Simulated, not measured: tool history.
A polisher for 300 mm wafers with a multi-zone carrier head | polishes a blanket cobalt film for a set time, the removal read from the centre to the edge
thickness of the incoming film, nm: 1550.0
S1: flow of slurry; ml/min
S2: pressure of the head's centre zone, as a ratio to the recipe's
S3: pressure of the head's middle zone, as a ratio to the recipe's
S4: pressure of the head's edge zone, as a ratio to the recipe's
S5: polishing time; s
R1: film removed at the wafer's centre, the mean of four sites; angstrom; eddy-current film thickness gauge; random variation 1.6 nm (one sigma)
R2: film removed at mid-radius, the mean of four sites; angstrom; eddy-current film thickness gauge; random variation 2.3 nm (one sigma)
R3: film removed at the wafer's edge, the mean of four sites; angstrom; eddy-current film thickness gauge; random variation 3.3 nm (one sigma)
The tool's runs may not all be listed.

run 1 hour=0.0 | S1=135 S2=1.00 S3=1.00 S4=1.00 S5=51 | R1=1694.8 R2=1671.1 R3=1677.0
run 2 hour=7.4 | S1=135 S2=1.00 S3=1.00 S4=1.00 S5=45 | R1=1509.5 R2=1481.6 R3=1478.6
run 3 hour=12.0 | S1=140 S2=1.02 S3=0.99 S4=1.04 S5=49 | R1=1685.4 R2=1593.7 R3=1644.6
run 4 hour=18.9 | S1=140 S2=1.02 S3=1.06 S4=1.04 S5=49 | R1=1686.2 R2=1746.0 R3=1632.6
run 5 hour=27.8 | S1=145 S2=1.03 S3=1.04 S4=1.07 S5=52 | R1=1827.0 R2=1786.4 R3=1725.4
run 6 hour=31.6 | S1=145 S2=1.03 S3=1.04 S4=1.02 S5=52 | R1=1811.4 R2=1796.5 R3=1772.7
run 7 hour=32.5 | S1=145 S2=1.03 S3=1.04 S4=1.02 S5=52 | R1=1798.0 R2=1824.3 R3=1725.3

Forecast run 8:
run 8 hour=37.9 | S1=145 S2=1.02 S3=1.02 S4=1.05 S5=55 | R1=? R2=? R3=?

R1: 1896.9 angstrom
R2: 1879.2 angstrom
R3: 1907.7 angstrom
